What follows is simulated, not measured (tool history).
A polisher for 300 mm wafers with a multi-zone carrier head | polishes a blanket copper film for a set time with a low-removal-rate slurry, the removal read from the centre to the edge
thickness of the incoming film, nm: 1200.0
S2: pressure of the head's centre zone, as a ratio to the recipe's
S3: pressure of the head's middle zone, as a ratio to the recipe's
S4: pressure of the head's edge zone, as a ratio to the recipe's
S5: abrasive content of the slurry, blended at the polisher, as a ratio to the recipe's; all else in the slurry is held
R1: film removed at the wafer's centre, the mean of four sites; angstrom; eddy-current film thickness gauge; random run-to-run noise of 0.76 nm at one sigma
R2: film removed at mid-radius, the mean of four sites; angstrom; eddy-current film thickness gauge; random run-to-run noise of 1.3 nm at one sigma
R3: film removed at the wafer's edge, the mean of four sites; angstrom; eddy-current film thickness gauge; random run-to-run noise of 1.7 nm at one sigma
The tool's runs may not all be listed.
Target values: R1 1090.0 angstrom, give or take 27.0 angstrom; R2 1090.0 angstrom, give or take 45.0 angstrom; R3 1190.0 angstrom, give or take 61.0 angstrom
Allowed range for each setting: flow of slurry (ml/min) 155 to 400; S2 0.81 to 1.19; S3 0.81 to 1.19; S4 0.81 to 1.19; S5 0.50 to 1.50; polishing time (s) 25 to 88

Run 1, hour 0.0: flow of slurry (ml/min) 255, S2 1.00, S3 1.00, S4 1.00, S5 1.00, polishing time (s) 56. Result: R1 1962.4 angstrom, R2 2002.7 angstrom, R3 1937.8 angstrom.
Run 2, hour 4.5: flow of slurry (ml/min) 245, S2 0.96, S3 0.94, S4 0.98, S5 0.85, polishing time (s) 50. Result: R1 1641.0 angstrom, R2 1655.3 angstrom, R3 1705.1 angstrom.
Run 3, hour 7.8: flow of slurry (ml/min) 245, S2 0.96, S3 0.94, S4 0.98, S5 0.85, polishing time (s) 44. Result: R1 1449.0 angstrom, R2 1426.6 angstrom, R3 1492.7 angstrom.
Run 4, hour 9.7: flow of slurry (ml/min) 240, S2 0.93, S3 0.92, S4 0.95, S5 0.75, polishing time (s) 42. Result: R1 1319.3 angstrom, R2 1323.3 angstrom, R3 1372.4 angstrom.
Run 5, hour 12.6: flow of slurry (ml/min) 240, S2 0.97, S3 0.92, S4 0.95, S5 0.75, polishing time (s) 42. Result: R1 1349.8 angstrom, R2 1298.9 angstrom, R3 1324.1 angstrom.
Run 6, hour 21.3: flow of slurry (ml/min) 225, S2 0.93, S3 0.89, S4 0.93, S5 0.65, polishing time (s) 41. Result: R1 1240.5 angstrom, R2 1215.9 angstrom, R3 1278.7 angstrom.
Run 7, hour 27.0: flow of slurry (ml/min) 215, S2 0.91, S3 0.87, S4 0.91, S5 0.60, polishing time (s) 41. Result: R1 1188.3 angstrom, R2 1138.6 angstrom, R3 1269.7 angstrom.
Run 8, hour 34.9: flow of slurry (ml/min) 210, S2 0.87, S3 0.91, S4 0.83, S5 0.50, polishing time (s) 40. Result: R1 1068.6 angstrom, R2 1147.9 angstrom, R3 1136.6 angstrom.

Next run, 4 choices. One meets every target within its allowed miss, the rest don't. Which?
Run A, hour 42.8: flow of slurry (ml/min) 240, S2 0.84, S3 0.98, S4 0.81, S5 0.50, polishing time (s) 40. Result: R1 ?, R2 ?, R3 ?.
Run B, hour 42.8: flow of slurry (ml/min) 200, S2 0.86, S3 0.84, S4 0.87, S5 0.50, polishing time (s) 42. Result: R1 ?, R2 ?, R3 ?.
Run C, hour 42.8: flow of slurry (ml/min) 185, S2 0.92, S3 0.90, S4 0.81, S5 0.65, polishing time (s) 36. Result: R1 ?, R2 ?, R3 ?.
Run D, hour 42.8: flow of slurry (ml/min) 175, S2 0.90, S3 1.09, S4 0.88, S5 0.55, polishing time (s) 38. Result: R1 ?, R2 ?, R3 ?.

move      R1      R2      R3
   A  1063.9  1219.1  1141.9
   B  1106.9  1095.5  1213.4
   C  1039.8  1022.0  1040.2
   D  1034.9  1221.0  1096.2
A: moves away from the targets compared with the last run
B: every result lands within tolerance
C: the result that was furthest off in the last run now lies on the other side of its target
D: moves away from the targets compared with the last run
Move B is the one to make.
